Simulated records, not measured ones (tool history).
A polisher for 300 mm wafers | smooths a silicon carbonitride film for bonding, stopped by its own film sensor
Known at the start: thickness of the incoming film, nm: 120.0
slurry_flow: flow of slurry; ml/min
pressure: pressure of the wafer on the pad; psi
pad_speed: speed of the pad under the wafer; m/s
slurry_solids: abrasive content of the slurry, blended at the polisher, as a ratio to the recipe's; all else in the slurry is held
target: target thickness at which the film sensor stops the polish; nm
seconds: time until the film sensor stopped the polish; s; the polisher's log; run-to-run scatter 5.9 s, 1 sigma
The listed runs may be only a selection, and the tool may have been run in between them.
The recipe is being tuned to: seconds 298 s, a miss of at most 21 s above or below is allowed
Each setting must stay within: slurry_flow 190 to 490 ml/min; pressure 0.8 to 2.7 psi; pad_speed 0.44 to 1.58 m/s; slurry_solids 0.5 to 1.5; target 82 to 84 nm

Run 1, hour 0: slurry_flow 315 ml/min, pressure 1.7 psi, pad_speed 1 m/s, slurry_solids 1, target 84 nm. Result: seconds 202.62 s.
Run 2, hour 9: slurry_flow 315 ml/min, pressure 1.7 psi, pad_speed 1 m/s, slurry_solids 1.1, target 84 nm. Result: seconds 190.86 s.
Run 3, hour 12.1: slurry_flow 315 ml/min, pressure 1.7 psi, pad_speed 1 m/s, slurry_solids 0.95, target 84 nm. Result: seconds 206.21 s.
Run 4, hour 16.6: slurry_flow 315 ml/min, pressure 1.9 psi, pad_speed 1 m/s, slurry_solids 0.95, target 84 nm. Result: seconds 185.47 s.
Run 5, hour 22.7: slurry_flow 315 ml/min, pressure 1.8 psi, pad_speed 0.98 m/s, slurry_solids 0.95, target 84 nm. Result: seconds 199.51 s.
Run 6, hour 28.9: slurry_flow 315 ml/min, pressure 1.7 psi, pad_speed 0.96 m/s, slurry_solids 0.95, target 84 nm. Result: seconds 215.11 s.
Run 7, hour 30.9: slurry_flow 315 ml/min, pressure 1.6 psi, pad_speed 0.96 m/s, slurry_solids 0.95, target 84 nm. Result: seconds 223.03 s.
Run 8, hour 38.4: slurry_flow 315 ml/min, pressure 1.5 psi, pad_speed 0.94 m/s, slurry_solids 0.95, target 84 nm. Result: seconds 240.05 s.

Exactly one of the 4 candidate moves below puts every result within its allowed miss. Which one?
Run A, hour 45.9: slurry_flow 275 ml/min, pressure 1.5 psi, pad_speed 0.9 m/s, slurry_solids 1.05, target 83 nm. Result: seconds ?.
Run B, hour 45.9: slurry_flow 365 ml/min, pressure 1.5 psi, pad_speed 0.76 m/s, slurry_solids 0.9, target 82 nm. Result: seconds ?.
Run C, hour 45.9: slurry_flow 270 ml/min, pressure 1.2 psi, pad_speed 0.74 m/s, slurry_solids 1, target 82 nm. Result: seconds ?.
Run D, hour 45.9: slurry_flow 320 ml/min, pressure 1.2 psi, pad_speed 0.78 m/s, slurry_solids 0.95, target 82 nm. Result: seconds ?.

move  seconds
   A    237.3
   B   282.94
   C   344.88
   D   339.47
A: just as far off the targets as the last run
B: hits every target within its allowed miss
C: carries the result that was furthest off beyond its target, to the other side
D: carries the result that was furthest off beyond its target, to the other side
B is the move that brings every result within its allowed miss.

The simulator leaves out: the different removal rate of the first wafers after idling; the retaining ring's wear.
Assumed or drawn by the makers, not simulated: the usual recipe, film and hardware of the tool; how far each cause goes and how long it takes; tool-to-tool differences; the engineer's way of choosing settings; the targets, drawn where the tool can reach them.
